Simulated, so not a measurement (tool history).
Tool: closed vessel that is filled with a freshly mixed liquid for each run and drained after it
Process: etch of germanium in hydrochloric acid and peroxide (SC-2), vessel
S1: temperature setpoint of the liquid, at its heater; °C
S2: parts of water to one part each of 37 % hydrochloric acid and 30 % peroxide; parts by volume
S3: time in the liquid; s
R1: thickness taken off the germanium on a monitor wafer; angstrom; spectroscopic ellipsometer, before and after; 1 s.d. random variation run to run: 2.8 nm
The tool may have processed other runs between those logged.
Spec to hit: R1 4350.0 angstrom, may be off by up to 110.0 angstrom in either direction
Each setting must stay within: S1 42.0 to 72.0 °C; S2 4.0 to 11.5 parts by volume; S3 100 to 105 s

run  hour    S1   S2   S3      R1
  1   0.0  58.0  6.5  100  3115.8
  2   1.3  59.5  6.5  100  3264.3
  3   6.0  59.5  8.5  100  3233.1
  4  11.1  64.0  8.5  100  3638.3
  5  17.3  64.0  8.5  100  3670.3
  6  23.9  64.0  7.0  100  3711.3
  7  28.7  64.0  7.0  100  3737.4
  8  31.1  64.5  7.0  100  3810.0
  9  38.0  65.0  7.0  100  3843.3
 10  43.2  65.0  7.0  100  3844.2
 11  51.4  65.5  7.0  100  3913.3
 12  53.7  66.0  7.0  100  3954.5

Which single option among these 4 for the next run brings every result within its allowed miss of target? Just one does.
  A  56.0  66.0  6.5  105   ?
  B  56.0  70.0  7.5  105   ?
  C  56.0  68.0  7.5  105   ?
  D  56.0  58.0  4.0  105   ?

move      R1
   A  4207.8
   B  4663.3
   C  4408.8
   D  3375.7
A: gains on the last run, yet a result remains outside its allowed miss
B: carries the result that was furthest off beyond its target, to the other side
C: hits every target within its allowed miss
D: moves away from the targets compared with the last run
Move C is the one to make.

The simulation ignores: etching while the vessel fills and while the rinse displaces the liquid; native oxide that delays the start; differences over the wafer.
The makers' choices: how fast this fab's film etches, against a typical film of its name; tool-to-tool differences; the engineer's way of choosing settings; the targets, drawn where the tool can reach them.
